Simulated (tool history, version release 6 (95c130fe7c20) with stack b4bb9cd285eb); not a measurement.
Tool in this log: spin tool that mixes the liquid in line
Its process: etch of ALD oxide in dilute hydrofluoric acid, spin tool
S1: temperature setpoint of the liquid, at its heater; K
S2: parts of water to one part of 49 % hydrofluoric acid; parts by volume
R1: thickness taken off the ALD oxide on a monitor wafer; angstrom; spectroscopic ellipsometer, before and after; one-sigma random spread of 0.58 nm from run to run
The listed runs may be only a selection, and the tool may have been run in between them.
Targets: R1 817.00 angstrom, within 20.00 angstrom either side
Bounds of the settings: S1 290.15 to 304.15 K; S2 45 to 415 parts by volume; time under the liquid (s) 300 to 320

Run 1, day 0.000: S1 296.15 K, S2 230 parts by volume, time under the liquid (s) 300. Result: R1 271.76 angstrom.
Run 2, day 0.296: S1 299.15 K, S2 230 parts by volume, time under the liquid (s) 300. Result: R1 300.23 angstrom.
Run 3, day 0.475: S1 300.15 K, S2 195 parts by volume, time under the liquid (s) 300. Result: R1 385.98 angstrom.
Run 4, day 0.571: S1 301.15 K, S2 170 parts by volume, time under the liquid (s) 300. Result: R1 470.94 angstrom.
Run 5, day 0.700: S1 301.15 K, S2 250 parts by volume, time under the liquid (s) 300. Result: R1 292.25 angstrom.
Run 6, day 0.946: S1 301.65 K, S2 215 parts by volume, time under the liquid (s) 300. Result: R1 363.65 angstrom.
Run 7, day 1.000: S1 302.15 K, S2 185 parts by volume, time under the liquid (s) 300. Result: R1 432.93 angstrom.
Run 8, day 1.217: S1 302.65 K, S2 160 parts by volume, time under the liquid (s) 300. Result: R1 538.98 angstrom.
Run 9, day 1.279: S1 303.15 K, S2 145 parts by volume, time under the liquid (s) 300. Result: R1 622.28 angstrom.
Run 10, day 1.562: S1 303.15 K, S2 135 parts by volume, time under the liquid (s) 300. Result: R1 666.49 angstrom.
Run 11, day 1.646: S1 303.15 K, S2 130 parts by volume, time under the liquid (s) 300. Result: R1 700.67 angstrom.
Run 12, day 1.854: S1 303.15 K, S2 125 parts by volume, time under the liquid (s) 300. Result: R1 727.69 angstrom.
Run 13, day 1.921: S1 303.65 K, S2 120 parts by volume, time under the liquid (s) 300. Result: R1 777.95 angstrom.
Run 14, day 2.288: S1 304.15 K, S2 120 parts by volume, time under the liquid (s) 300. Result: R1 795.39 angstrom.

Pick the move, out of 4, that brings all results within their allowed miss; only one does.
Run A, day 2.654: S1 302.15 K, S2 110 parts by volume, time under the liquid (s) 300. Result: R1 ?.
Run B, day 2.654: S1 301.65 K, S2 115 parts by volume, time under the liquid (s) 300. Result: R1 ?.
Run C, day 2.654: S1 302.15 K, S2 115 parts by volume, time under the liquid (s) 300. Result: R1 ?.
Run D, day 2.654: S1 304.15 K, S2 120 parts by volume, time under the liquid (s) 320. Result: R1 ?.

move      R1
   A  814.61
   B  759.57
   C  773.93
   D  845.94
A: meets every target
B: moves away from the targets compared with the last run
C: moves away from the targets compared with the last run
D: the result that was furthest off in the last run now lies on the other side of its target
So the answer is move A, the one that meets all the targets.
